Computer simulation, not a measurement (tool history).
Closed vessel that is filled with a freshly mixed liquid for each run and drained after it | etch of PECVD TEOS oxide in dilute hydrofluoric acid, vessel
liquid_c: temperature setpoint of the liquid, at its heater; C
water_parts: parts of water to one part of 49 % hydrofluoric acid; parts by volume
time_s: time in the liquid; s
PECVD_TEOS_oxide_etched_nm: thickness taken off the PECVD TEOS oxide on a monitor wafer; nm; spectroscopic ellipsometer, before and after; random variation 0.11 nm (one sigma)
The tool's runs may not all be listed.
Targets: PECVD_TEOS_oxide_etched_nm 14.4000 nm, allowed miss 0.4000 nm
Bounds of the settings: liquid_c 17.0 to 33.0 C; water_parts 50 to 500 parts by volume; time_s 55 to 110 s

run,hour,liquid_c,water_parts,time_s,PECVD_TEOS_oxide_etched_nm
1,0.0,25.0,275,110,8.0138
2,6.6,25.0,195,110,12.3280
3,12.2,26.5,195,110,13.0620
4,16.3,25.5,195,110,12.4360
5,22.4,25.5,280,110,7.9235
6,29.2,28.0,260,110,9.6209
7,36.9,29.5,245,110,10.8870
8,41.5,33.0,200,110,15.5140
9,44.6,32.5,200,110,15.4990
10,53.1,32.0,200,110,15.1380
11,62.5,31.5,200,110,14.9820
12,71.6,31.5,200,110,15.0910
13,76.3,31.5,200,110,14.9390

Which of these 4 next moves meets every target?
A,81.0,30.5,190,110,?
B,81.0,33.0,225,110,?
C,81.0,32.0,220,110,?
D,81.0,29.5,195,110,?

move,PECVD_TEOS_oxide_etched_nm
A,15.4450
B,13.5750
C,13.5180
D,14.4450
A: further off than the last run
B: takes the result that was furthest off past its target
C: takes the result that was furthest off past its target
D: meets every target
Answer: D
